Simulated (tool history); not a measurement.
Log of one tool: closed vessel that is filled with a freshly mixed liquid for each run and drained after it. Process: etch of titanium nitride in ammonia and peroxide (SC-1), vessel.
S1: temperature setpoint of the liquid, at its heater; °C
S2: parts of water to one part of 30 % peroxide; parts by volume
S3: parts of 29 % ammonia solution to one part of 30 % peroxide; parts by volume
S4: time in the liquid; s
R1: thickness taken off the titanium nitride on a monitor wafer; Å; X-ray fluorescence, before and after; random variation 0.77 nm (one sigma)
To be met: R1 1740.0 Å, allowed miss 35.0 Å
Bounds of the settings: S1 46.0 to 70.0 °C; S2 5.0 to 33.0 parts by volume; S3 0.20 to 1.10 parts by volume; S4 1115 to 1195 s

| run | hour | S1 | S2 | S3 | S4 | R1 |
|---|---|---|---|---|---|---|
| 1 | 0.0 | 62.0 | 18.5 | 0.60 | 1115 | 1247.1 |
| 2 | 4.3 | 62.5 | 18.5 | 0.60 | 1115 | 1279.7 |
| 3 | 8.3 | 62.5 | 18.5 | 0.60 | 1115 | 1275.0 |
| 4 | 14.0 | 62.5 | 18.5 | 0.80 | 1115 | 1344.2 |
|  | 21.0 | thermometer replaced |
| 5 | 21.0 | 62.5 | 23.5 | 0.80 | 1115 | 1032.7 |
| 6 | 24.8 | 63.5 | 23.5 | 0.80 | 1115 | 1110.0 |
| 7 | 26.7 | 64.5 | 23.5 | 0.80 | 1115 | 1182.5 |
| 8 | 30.2 | 65.5 | 23.5 | 0.80 | 1115 | 1263.6 |
| 9 | 35.3 | 66.0 | 23.5 | 0.80 | 1115 | 1302.6 |

Which of these 5 next moves meets every target?
| A | 40.4 | 70.0 | 28.0 | 0.80 | 1185 | ? |
| B | 40.4 | 70.0 | 25.0 | 0.80 | 1190 | ? |
| C | 40.4 | 65.0 | 20.0 | 0.85 | 1170 | ? |
| D | 40.4 | 69.0 | 24.0 | 0.75 | 1160 | ? |
| E | 40.4 | 66.0 | 18.0 | 0.85 | 1185 | ? |

| move | R1 |
|---|---|
| A | 1612.8 |
| B | 1726.1 |
| C | 1419.1 |
| D | 1599.1 |
| E | 1622.2 |
A: nearer than the last run, and not there yet
B: meets every target
C: nearer than the last run, and not there yet
D: nearer than the last run, and not there yet
E: nearer than the last run, and not there yet
Answer: B
